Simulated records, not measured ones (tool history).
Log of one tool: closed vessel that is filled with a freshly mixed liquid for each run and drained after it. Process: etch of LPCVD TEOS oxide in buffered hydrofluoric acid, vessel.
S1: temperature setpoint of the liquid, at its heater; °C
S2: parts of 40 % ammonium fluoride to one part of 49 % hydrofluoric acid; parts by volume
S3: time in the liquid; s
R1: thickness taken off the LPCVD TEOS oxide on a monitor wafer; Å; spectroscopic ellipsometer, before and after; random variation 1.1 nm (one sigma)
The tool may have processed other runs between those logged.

run    day    S1    S2  S3      R1
  1  0.000  24.0  23.0  90  1997.9
  2  0.267  23.5  23.5  90  1937.2
  3  0.371  23.0  24.0  90  1862.7
  4  0.683  22.5  24.5  90  1775.7
  5  0.754  22.5  24.5  90  1778.1
  6  1.025  22.5  24.5  95  1891.9
  7  1.192  22.0  25.0  95  1772.2
  8  1.462  21.5  25.0  95  1750.1
  9  1.575  21.0  25.0  95  1702.3

Run 10 comes next. What will it give?
 10  1.662  20.5  25.0  95   ?

R1: 1641.7 Å
